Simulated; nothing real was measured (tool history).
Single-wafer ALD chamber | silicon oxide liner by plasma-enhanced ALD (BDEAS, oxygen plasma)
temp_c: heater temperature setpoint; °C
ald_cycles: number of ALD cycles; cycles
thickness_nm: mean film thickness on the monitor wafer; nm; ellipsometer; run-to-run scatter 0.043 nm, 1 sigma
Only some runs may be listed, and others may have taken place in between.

| run | hour | temp_c | ald_cycles | thickness_nm |
|---|---|---|---|---|
| 1 | 0.0 | 320 | 74 | 6.8208 |
| 2 | 4.4 | 320 | 67 | 6.1858 |
| 3 | 12.6 | 320 | 69 | 6.3468 |
| 4 | 13.7 | 310 | 69 | 6.3600 |
| 5 | 15.5 | 310 | 60 | 5.6030 |
| 6 | 18.1 | 310 | 63 | 5.8384 |
| 7 | 18.8 | 310 | 66 | 6.1641 |
|  | 21.8 | thermocouple changed; heater temperature recalibrated |
| 8 | 21.8 | 310 | 68 | 6.3084 |
| 9 | 23.0 | 310 | 70 | 6.5824 |
| 10 | 30.0 | 310 | 71 | 6.6012 |
| 11 | 38.4 | 310 | 72 | 6.6741 |
| 12 | 45.8 | 310 | 73 | 6.7926 |
| 13 | 54.1 | 310 | 74 | 6.9044 |
| 14 | 63.0 | 310 | 75 | 6.9777 |
| 15 | 69.4 | 310 | 76 | 7.0521 |

Run 16, settings as shown, results not yet in. Your forecast:
| 16 | 78.3 | 310 | 77 | ? |

Run 16 came out at thickness_nm 7.1715 nm.
